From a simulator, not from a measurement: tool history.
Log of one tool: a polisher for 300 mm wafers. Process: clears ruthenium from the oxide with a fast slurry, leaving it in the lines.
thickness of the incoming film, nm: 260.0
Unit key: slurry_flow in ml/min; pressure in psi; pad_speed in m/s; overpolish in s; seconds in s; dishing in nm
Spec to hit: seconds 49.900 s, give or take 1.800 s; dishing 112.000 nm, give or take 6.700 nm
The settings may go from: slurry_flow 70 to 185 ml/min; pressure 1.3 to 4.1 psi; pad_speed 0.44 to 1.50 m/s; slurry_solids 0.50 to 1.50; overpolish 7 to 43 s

run  hour  slurry_flow  pressure  pad_speed  slurry_solids  overpolish  seconds  dishing
  1   0.0          120       2.7       0.96           1.00          22   72.155   74.498
  2   6.5          120       2.7       0.96           0.80          22   81.881   67.402
  3  15.4          125       3.1       0.96           0.80          23   69.199   79.349
  4  21.1          125       3.1       0.82           0.80          23   81.031   69.897
  5  28.2          105       3.1       0.82           0.80          23   83.632   70.881
  6  29.7          105       3.1       0.82           0.95          23   76.560   73.757
  7  35.2          110       3.4       0.82           0.95          24   70.791   83.208
  8  39.6          115       3.6       0.86           0.95          24   63.530   92.261
  9  40.4          120       3.8       0.88           0.95          24   57.729   98.660
 10  49.3          125       3.9       0.90           0.95          24   54.631  103.350

Exercise: of the 5 proposed moves below, exactly one satisfies all targets within the stated allowed misses. Which move is it?
  A  58.2          125       4.1       0.92           1.00          30        ?        ?
  B  58.2          120       3.8       1.02           0.95          25        ?        ?
  C  58.2          150       3.1       1.18           1.15          28        ?        ?
  D  58.2          130       4.1       0.98           1.00          27        ?        ?
  E  58.2          105       3.8       1.02           1.20          28        ?        ?

move  seconds  dishing
   A   49.851  124.650
   B   50.116  108.930
   C   46.925  123.920
   D   46.608  121.380
   E   45.958  125.720
A: brings the last run's worst result on target, with another outside its allowed miss
B: hits every target within its allowed miss
C: takes the result that was furthest off past its target
D: takes the result that was furthest off past its target
E: takes the result that was furthest off past its target
Answer: B

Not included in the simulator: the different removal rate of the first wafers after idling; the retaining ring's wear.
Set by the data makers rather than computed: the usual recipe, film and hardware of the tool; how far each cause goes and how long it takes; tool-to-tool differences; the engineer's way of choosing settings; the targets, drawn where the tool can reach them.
